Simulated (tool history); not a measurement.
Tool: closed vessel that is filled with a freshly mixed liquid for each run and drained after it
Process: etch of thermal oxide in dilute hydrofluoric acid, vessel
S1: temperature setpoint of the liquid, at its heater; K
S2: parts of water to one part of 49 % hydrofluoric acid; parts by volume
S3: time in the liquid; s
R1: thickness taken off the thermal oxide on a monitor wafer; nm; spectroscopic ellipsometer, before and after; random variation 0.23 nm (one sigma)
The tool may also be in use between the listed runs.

run  hour      S1  S2   S3      R1
  1   0.0  294.15  45  455  45.209
  2   8.6  293.65  45  455  44.553
  3  11.7  293.65  55  455  36.704
  4  20.0  293.65  45  455  44.132
  5  24.1  293.65  45  485  47.545
  6  32.0  293.65  40  485  53.032
  7  37.6  290.15  55  480  32.572
  8  43.6  290.15  60  480  29.747

The next listed run, before its measurement:
  9  51.9  290.15  65  480   ?

R1: 27.484 nm
